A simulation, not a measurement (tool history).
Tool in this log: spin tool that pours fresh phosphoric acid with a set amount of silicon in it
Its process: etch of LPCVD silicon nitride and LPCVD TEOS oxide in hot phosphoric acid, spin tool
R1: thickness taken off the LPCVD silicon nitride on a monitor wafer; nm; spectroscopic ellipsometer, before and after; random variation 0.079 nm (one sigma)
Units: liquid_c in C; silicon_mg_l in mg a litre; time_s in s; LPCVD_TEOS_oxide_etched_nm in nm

Run 1, day 0: liquid_c 161 C, silicon_mg_l 29.5 mg a litre, time_s 170 s. Result: R1 13.963 nm, LPCVD_TEOS_oxide_etched_nm 0.35381 nm.
Run 2, day 0.325: liquid_c 161 C, silicon_mg_l 29.5 mg a litre, time_s 145 s. Result: R1 11.738 nm, LPCVD_TEOS_oxide_etched_nm 0.25984 nm.
Run 3, day 0.392: liquid_c 161 C, silicon_mg_l 42 mg a litre, time_s 145 s. Result: R1 11.896 nm, LPCVD_TEOS_oxide_etched_nm 0.12662 nm.
Run 4, day 0.725: liquid_c 159.5 C, silicon_mg_l 42 mg a litre, time_s 145 s. Result: R1 11.255 nm, LPCVD_TEOS_oxide_etched_nm 0.14104 nm.
Run 5, day 0.808: liquid_c 158 C, silicon_mg_l 42 mg a litre, time_s 145 s. Result: R1 10.638 nm, LPCVD_TEOS_oxide_etched_nm 0.12547 nm.
Run 6, day 0.838: liquid_c 158 C, silicon_mg_l 42 mg a litre, time_s 210 s. Result: R1 15.332 nm, LPCVD_TEOS_oxide_etched_nm 0.17369 nm.
Run 7, day 1.146: liquid_c 157.5 C, silicon_mg_l 34 mg a litre, time_s 205 s. Result: R1 14.613 nm, LPCVD_TEOS_oxide_etched_nm 0.25229 nm.
Run 8, day 1.367: liquid_c 157 C, silicon_mg_l 28.5 mg a litre, time_s 200 s. Result: R1 13.967 nm, LPCVD_TEOS_oxide_etched_nm 0.28573 nm.

The next listed run, before its measurement:
At day 1.588: heated supply line repaired.
Run 9, day 1.588: liquid_c 157 C, silicon_mg_l 23.5 mg a litre, time_s 200 s. Result: R1 ?, LPCVD_TEOS_oxide_etched_nm ?.

{"run 9": {"R1": 16.111, "LPCVD_TEOS_oxide_etched_nm": 0.44426}}

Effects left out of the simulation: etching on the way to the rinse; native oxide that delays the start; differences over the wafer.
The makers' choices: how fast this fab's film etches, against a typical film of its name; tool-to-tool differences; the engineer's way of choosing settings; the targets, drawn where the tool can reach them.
